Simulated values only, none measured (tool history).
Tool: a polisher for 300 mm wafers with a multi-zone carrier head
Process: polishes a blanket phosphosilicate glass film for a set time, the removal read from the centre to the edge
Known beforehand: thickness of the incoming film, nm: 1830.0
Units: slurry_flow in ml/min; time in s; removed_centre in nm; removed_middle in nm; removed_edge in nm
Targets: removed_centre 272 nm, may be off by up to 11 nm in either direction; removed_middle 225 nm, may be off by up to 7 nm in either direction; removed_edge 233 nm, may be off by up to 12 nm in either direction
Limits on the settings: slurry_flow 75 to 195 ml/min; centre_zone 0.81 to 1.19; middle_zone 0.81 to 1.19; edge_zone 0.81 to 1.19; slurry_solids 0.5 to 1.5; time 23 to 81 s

Run 1, hour 0: slurry_flow 125 ml/min, centre_zone 1, middle_zone 1, edge_zone 1, slurry_solids 1, time 52 s. Result: removed_centre 253.96 nm, removed_middle 267.92 nm, removed_edge 276.26 nm.
Run 2, hour 2.3: slurry_flow 125 ml/min, centre_zone 1, middle_zone 1, edge_zone 1, slurry_solids 0.85, time 52 s. Result: removed_centre 233.19 nm, removed_middle 250.28 nm, removed_edge 247.98 nm.
Run 3, hour 7.1: slurry_flow 125 ml/min, centre_zone 1.06, middle_zone 1, edge_zone 1, slurry_solids 0.85, time 52 s. Result: removed_centre 240.87 nm, removed_middle 250.51 nm, removed_edge 253.21 nm.
Run 4, hour 15.5: slurry_flow 125 ml/min, centre_zone 1.06, middle_zone 1, edge_zone 1, slurry_solids 0.95, time 52 s. Result: removed_centre 259.08 nm, removed_middle 260.49 nm, removed_edge 272.68 nm.
Run 5, hour 20.5: slurry_flow 125 ml/min, centre_zone 1.06, middle_zone 1, edge_zone 1, slurry_solids 1.1, time 52 s. Result: removed_centre 276.67 nm, removed_middle 285.14 nm, removed_edge 294.76 nm.
Run 6, hour 21.2: slurry_flow 125 ml/min, centre_zone 1.08, middle_zone 0.98, edge_zone 0.97, slurry_solids 1.05, time 52 s. Result: removed_centre 281.44 nm, removed_middle 273.49 nm, removed_edge 269.51 nm.
Run 7, hour 24.1: slurry_flow 90 ml/min, centre_zone 1.13, middle_zone 0.88, edge_zone 0.95, slurry_solids 1, time 52 s. Result: removed_centre 253.42 nm, removed_middle 221.2 nm, removed_edge 249.6 nm.
Run 8, hour 26.5: slurry_flow 90 ml/min, centre_zone 1.14, middle_zone 0.88, edge_zone 0.94, slurry_solids 1, time 52 s. Result: removed_centre 251.77 nm, removed_middle 219.91 nm, removed_edge 250.98 nm.
Run 9, hour 29.8: slurry_flow 95 ml/min, centre_zone 1.15, middle_zone 0.88, edge_zone 0.92, slurry_solids 1, time 52 s. Result: removed_centre 265.84 nm, removed_middle 226.17 nm, removed_edge 248.71 nm.
Run 10, hour 32.5: slurry_flow 95 ml/min, centre_zone 1.15, middle_zone 0.88, edge_zone 0.91, slurry_solids 1, time 52 s. Result: removed_centre 262.41 nm, removed_middle 221.35 nm, removed_edge 242.59 nm.
Run 11, hour 35.1: slurry_flow 95 ml/min, centre_zone 1.15, middle_zone 0.88, edge_zone 0.9, slurry_solids 1, time 52 s. Result: removed_centre 263.09 nm, removed_middle 223.25 nm, removed_edge 249.81 nm.
Run 12, hour 36: slurry_flow 100 ml/min, centre_zone 1.16, middle_zone 0.89, edge_zone 0.89, slurry_solids 1, time 52 s. Result: removed_centre 274.77 nm, removed_middle 231.36 nm, removed_edge 250.13 nm.
Run 13, hour 42.6: slurry_flow 100 ml/min, centre_zone 1.16, middle_zone 0.89, edge_zone 0.88, slurry_solids 1, time 52 s. Result: removed_centre 270.61 nm, removed_middle 231.58 nm, removed_edge 253.37 nm.

Below are 5 possible settings for the next run. Only one of them brings all results inside the allowed miss of their targets. Which is it?
Run A, hour 49.2: slurry_flow 120 ml/min, centre_zone 1.19, middle_zone 0.9, edge_zone 0.86, slurry_solids 1.15, time 45 s. Result: removed_centre ?, removed_middle ?, removed_edge ?.
Run B, hour 49.2: slurry_flow 85 ml/min, centre_zone 1.17, middle_zone 0.88, edge_zone 0.98, slurry_solids 0.95, time 58 s. Result: removed_centre ?, removed_middle ?, removed_edge ?.
Run C, hour 49.2: slurry_flow 95 ml/min, centre_zone 1.15, middle_zone 0.85, edge_zone 0.97, slurry_solids 1.1, time 51 s. Result: removed_centre ?, removed_middle ?, removed_edge ?.
Run D, hour 49.2: slurry_flow 85 ml/min, centre_zone 1.05, middle_zone 0.82, edge_zone 0.93, slurry_solids 0.9, time 64 s. Result: removed_centre ?, removed_middle ?, removed_edge ?.
Run E, hour 49.2: slurry_flow 95 ml/min, centre_zone 1.19, middle_zone 0.82, edge_zone 0.89, slurry_solids 1, time 56 s. Result: removed_centre ?, removed_middle ?, removed_edge ?.

move  removed_centre  removed_middle  removed_edge
   A          271.24          224.46        234.12
   B          277.47          233.42        273.32
   C          268.59          221.98        262.54
   D          267.29          237.05           287
   E          292.62          226.86         265.6
A: all results in spec
B: misses by more than the last run did
C: misses by more than the last run did
D: misses by more than the last run did
E: misses by more than the last run did
Go with A: it meets all targets.
